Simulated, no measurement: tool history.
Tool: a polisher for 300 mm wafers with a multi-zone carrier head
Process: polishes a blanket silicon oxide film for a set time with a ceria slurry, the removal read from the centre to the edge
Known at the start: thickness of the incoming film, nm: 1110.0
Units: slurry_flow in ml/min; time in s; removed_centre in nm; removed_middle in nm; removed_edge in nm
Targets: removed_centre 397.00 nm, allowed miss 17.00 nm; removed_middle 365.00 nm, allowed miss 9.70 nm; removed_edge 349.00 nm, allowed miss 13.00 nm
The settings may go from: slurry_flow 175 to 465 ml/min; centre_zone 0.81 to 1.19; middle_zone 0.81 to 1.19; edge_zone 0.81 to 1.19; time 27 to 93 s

{"run": 1, "hour": 0.0, "slurry_flow": 295, "centre_zone": 1.0, "middle_zone": 1.0, "edge_zone": 1.0, "time": 59, "removed_centre": 467.68, "removed_middle": 450.66, "removed_edge": 466.21}
{"run": 2, "hour": 1.4, "slurry_flow": 295, "centre_zone": 1.01, "middle_zone": 1.0, "edge_zone": 0.96, "time": 56, "removed_centre": 455.36, "removed_middle": 423.98, "removed_edge": 421.53}
{"run": 3, "hour": 8.8, "slurry_flow": 295, "centre_zone": 1.01, "middle_zone": 1.0, "edge_zone": 1.01, "time": 56, "removed_centre": 449.22, "removed_middle": 418.72, "removed_edge": 441.01}
{"run": 4, "hour": 12.6, "slurry_flow": 290, "centre_zone": 1.0, "middle_zone": 0.98, "edge_zone": 0.97, "time": 55, "removed_centre": 432.63, "removed_middle": 416.81, "removed_edge": 410.69}
{"run": 5, "hour": 13.2, "slurry_flow": 285, "centre_zone": 1.01, "middle_zone": 0.94, "edge_zone": 0.96, "time": 54, "removed_centre": 433.17, "removed_middle": 384.9, "removed_edge": 410.75}
{"run": 6, "hour": 14.2, "slurry_flow": 280, "centre_zone": 1.0, "middle_zone": 0.93, "edge_zone": 0.93, "time": 53, "removed_centre": 412.76, "removed_middle": 375.29, "removed_edge": 393.94}
{"run": 7, "hour": 19.2, "slurry_flow": 280, "centre_zone": 1.0, "middle_zone": 0.93, "edge_zone": 0.93, "time": 53, "removed_centre": 418.64, "removed_middle": 377.16, "removed_edge": 386.66}
{"run": 8, "hour": 21.4, "slurry_flow": 270, "centre_zone": 0.99, "middle_zone": 0.93, "edge_zone": 0.91, "time": 53, "removed_centre": 412.17, "removed_middle": 374.38, "removed_edge": 391.37}
{"run": 9, "hour": 28.4, "slurry_flow": 280, "centre_zone": 0.99, "middle_zone": 0.94, "edge_zone": 0.89, "time": 52, "removed_centre": 393.64, "removed_middle": 372.43, "removed_edge": 378.82}
{"run": 10, "hour": 36.1, "slurry_flow": 280, "centre_zone": 1.01, "middle_zone": 0.95, "edge_zone": 0.87, "time": 51, "removed_centre": 410.76, "removed_middle": 370.89, "removed_edge": 370.96}

5 next moves are on the table. One of them brings every result within its allowed miss. Which?
{"run": "A", "hour": 43.8, "slurry_flow": 255, "centre_zone": 1.05, "middle_zone": 0.93, "edge_zone": 0.9, "time": 48, "removed_centre": "?", "removed_middle": "?", "removed_edge": "?"}
{"run": "B", "hour": 43.8, "slurry_flow": 260, "centre_zone": 1.04, "middle_zone": 0.94, "edge_zone": 0.9, "time": 48, "removed_centre": "?", "removed_middle": "?", "removed_edge": "?"}
{"run": "C", "hour": 43.8, "slurry_flow": 300, "centre_zone": 1.0, "middle_zone": 0.96, "edge_zone": 0.81, "time": 50, "removed_centre": "?", "removed_middle": "?", "removed_edge": "?"}
{"run": "D", "hour": 43.8, "slurry_flow": 280, "centre_zone": 1.13, "middle_zone": 1.03, "edge_zone": 0.81, "time": 44, "removed_centre": "?", "removed_middle": "?", "removed_edge": "?"}
{"run": "E", "hour": 43.8, "slurry_flow": 335, "centre_zone": 0.91, "middle_zone": 0.86, "edge_zone": 0.81, "time": 57, "removed_centre": "?", "removed_middle": "?", "removed_edge": "?"}

move=A removed_centre=394.47 removed_middle=341.55 removed_edge=350.68
move=B removed_centre=391.79 removed_middle=345.49 removed_edge=351.29
move=C removed_centre=399.63 removed_middle=372.55 removed_edge=353.41
move=D removed_centre=394.59 removed_middle=345.00 removed_edge=308.91
move=E removed_centre=419.04 removed_middle=392.09 removed_edge=406.85
A: brings the result that was furthest off to its target, and leaves another outside
B: brings the result that was furthest off to its target, and leaves another outside
C: meets every target
D: takes the result that was furthest off past its target
E: further off than the last run
The right move is C.
